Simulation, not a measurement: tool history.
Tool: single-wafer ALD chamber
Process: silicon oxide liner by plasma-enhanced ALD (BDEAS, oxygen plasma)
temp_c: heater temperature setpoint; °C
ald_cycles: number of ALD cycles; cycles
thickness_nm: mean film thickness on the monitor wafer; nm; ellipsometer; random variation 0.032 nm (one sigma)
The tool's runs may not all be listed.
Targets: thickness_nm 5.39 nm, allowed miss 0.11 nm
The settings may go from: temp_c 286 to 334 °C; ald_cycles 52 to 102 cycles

{"run": 1, "hour": 0.0, "temp_c": 310, "ald_cycles": 77, "thickness_nm": 7.4234}
{"run": 2, "hour": 6.5, "temp_c": 310, "ald_cycles": 74, "thickness_nm": 7.0962}
{"run": 3, "hour": 11.2, "temp_c": 301, "ald_cycles": 74, "thickness_nm": 7.2475}
{"run": 4, "hour": 13.1, "temp_c": 302, "ald_cycles": 71, "thickness_nm": 6.8768}
{"run": 5, "hour": 21.5, "temp_c": 302, "ald_cycles": 79, "thickness_nm": 7.678}
{"run": 6, "hour": 26.6, "temp_c": 307, "ald_cycles": 79, "thickness_nm": 7.6186}
{"run": 7, "hour": 28.8, "temp_c": 307, "ald_cycles": 76, "thickness_nm": 7.3579}
{"run": 8, "hour": 34.1, "temp_c": 307, "ald_cycles": 73, "thickness_nm": 7.1017}
{"run": 9, "hour": 36.5, "temp_c": 309, "ald_cycles": 70, "thickness_nm": 6.7485}
{"run": 10, "hour": 39.6, "temp_c": 309, "ald_cycles": 68, "thickness_nm": 6.5684}
{"run": 11, "hour": 45.5, "temp_c": 309, "ald_cycles": 66, "thickness_nm": 6.3485}
{"run": 12, "hour": 48.4, "temp_c": 311, "ald_cycles": 54, "thickness_nm": 5.2326}

4 next moves are on the table. One of them brings every result within its allowed miss. Which?
{"run": "A", "hour": 51.3, "temp_c": 315, "ald_cycles": 56, "thickness_nm": "?"}
{"run": "B", "hour": 51.3, "temp_c": 322, "ald_cycles": 54, "thickness_nm": "?"}
{"run": "C", "hour": 51.3, "temp_c": 312, "ald_cycles": 60, "thickness_nm": "?"}
{"run": "D", "hour": 51.3, "temp_c": 308, "ald_cycles": 59, "thickness_nm": "?"}

move=A thickness_nm=5.376
move=B thickness_nm=5.1357
move=C thickness_nm=5.783
move=D thickness_nm=5.7167
A: meets every target
B: further off than the last run
C: takes the result that was furthest off past its target
D: takes the result that was furthest off past its target
The right move is A.
